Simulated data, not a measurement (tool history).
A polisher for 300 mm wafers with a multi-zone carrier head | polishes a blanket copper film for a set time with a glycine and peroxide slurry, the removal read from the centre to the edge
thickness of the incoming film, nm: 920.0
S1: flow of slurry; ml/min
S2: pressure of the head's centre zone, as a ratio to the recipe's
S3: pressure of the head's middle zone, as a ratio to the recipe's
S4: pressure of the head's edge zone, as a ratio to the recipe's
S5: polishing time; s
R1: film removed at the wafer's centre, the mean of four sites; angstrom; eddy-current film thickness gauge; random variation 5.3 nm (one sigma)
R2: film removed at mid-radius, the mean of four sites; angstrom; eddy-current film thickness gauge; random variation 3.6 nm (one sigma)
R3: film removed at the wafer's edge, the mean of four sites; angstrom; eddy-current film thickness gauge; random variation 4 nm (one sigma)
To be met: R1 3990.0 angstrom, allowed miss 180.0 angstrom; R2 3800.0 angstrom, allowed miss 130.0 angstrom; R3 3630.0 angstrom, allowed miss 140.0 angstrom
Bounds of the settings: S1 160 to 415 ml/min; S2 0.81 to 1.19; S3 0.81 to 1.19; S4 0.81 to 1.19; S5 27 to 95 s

run	hour	S1	S2	S3	S4	S5	R1	R2	R3
1	0.0	265	1.00	1.00	1.00	61	2662.0	2841.3	2718.6
2	5.5	265	0.93	1.00	1.00	61	2460.6	2906.0	2771.0
3	6.0	335	0.93	1.00	1.00	61	2465.7	2872.3	2751.9
4	9.9	335	1.00	1.00	1.00	61	2760.2	2903.8	2772.2
5	11.1	335	1.03	1.01	1.02	64	2955.0	3076.2	2942.9
6	18.9	335	1.06	1.02	1.04	67	3157.7	3249.1	3128.6
7	26.9	335	1.09	1.03	1.05	69	3465.2	3406.3	3234.9
8	28.2	335	1.10	1.04	1.07	70	3455.4	3419.0	3306.1
9	34.6	335	1.12	1.05	1.08	71	3629.1	3516.9	3363.1
10	36.9	335	1.13	1.06	1.09	72	3718.4	3597.2	3485.5
11	40.4	335	1.14	1.07	1.09	72	3731.5	3666.7	3386.4
12	41.8	340	1.15	1.07	1.10	73	3759.3	3707.9	3583.4

4 next moves are on the table. One of them brings every result within its allowed miss. Which?
A	43.2	350	1.10	1.01	1.00	79	?	?	?
B	43.2	300	1.19	1.03	1.11	75	?	?	?
C	43.2	310	1.13	1.05	1.03	85	?	?	?
D	43.2	270	1.19	1.10	1.12	82	?	?	?

move	R1	R2	R3
A	3990.2	3764.6	3582.3
B	4045.2	3587.0	3546.9
C	4365.8	4145.4	3879.5
D	4379.9	4109.7	3864.9
A: meets every target
B: brings the result that was furthest off to its target, and leaves another outside
C: takes the result that was furthest off past its target
D: takes the result that was furthest off past its target
Answer: A
